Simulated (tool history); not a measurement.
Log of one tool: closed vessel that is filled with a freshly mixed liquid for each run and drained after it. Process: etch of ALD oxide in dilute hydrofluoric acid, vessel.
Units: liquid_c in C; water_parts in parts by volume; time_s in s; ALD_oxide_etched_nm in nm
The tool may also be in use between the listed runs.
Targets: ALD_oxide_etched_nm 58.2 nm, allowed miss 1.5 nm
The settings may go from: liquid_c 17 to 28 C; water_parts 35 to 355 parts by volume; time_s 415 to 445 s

| run | day | liquid_c | water_parts | time_s | ALD_oxide_etched_nm |
|---|---|---|---|---|---|
| 1 | 0 | 20 | 195 | 415 | 37.926 |
| 2 | 0.192 | 21.5 | 190 | 415 | 41.333 |
| 3 | 0.442 | 18 | 190 | 415 | 36.146 |
| 4 | 0.608 | 19.5 | 185 | 415 | 39.506 |
| 5 | 1 | 19.5 | 225 | 415 | 31.527 |
| 6 | 1.042 | 17 | 225 | 415 | 28.319 |
| 7 | 1.254 | 19 | 215 | 415 | 32.527 |
| 8 | 1.567 | 20.5 | 205 | 415 | 36.299 |
| 9 | 1.642 | 21.5 | 200 | 415 | 39.179 |
| 10 | 1.683 | 25.5 | 170 | 415 | 55.544 |
| 11 | 2.071 | 26 | 170 | 415 | 56.09 |

Which of these 5 next moves meets every target?
| A | 2.458 | 25 | 170 | 415 | ? |
| B | 2.458 | 27 | 185 | 440 | ? |
| C | 2.458 | 27 | 180 | 415 | ? |
| D | 2.458 | 26 | 175 | 445 | ? |
| E | 2.458 | 26.5 | 175 | 415 | ? |

| move | ALD_oxide_etched_nm |
|---|---|
| A | 54.187 |
| B | 55.84 |
| C | 54.45 |
| D | 58.239 |
| E | 55.318 |
A: further off than the last run
B: further off than the last run
C: further off than the last run
D: meets every target
E: further off than the last run
Answer: D

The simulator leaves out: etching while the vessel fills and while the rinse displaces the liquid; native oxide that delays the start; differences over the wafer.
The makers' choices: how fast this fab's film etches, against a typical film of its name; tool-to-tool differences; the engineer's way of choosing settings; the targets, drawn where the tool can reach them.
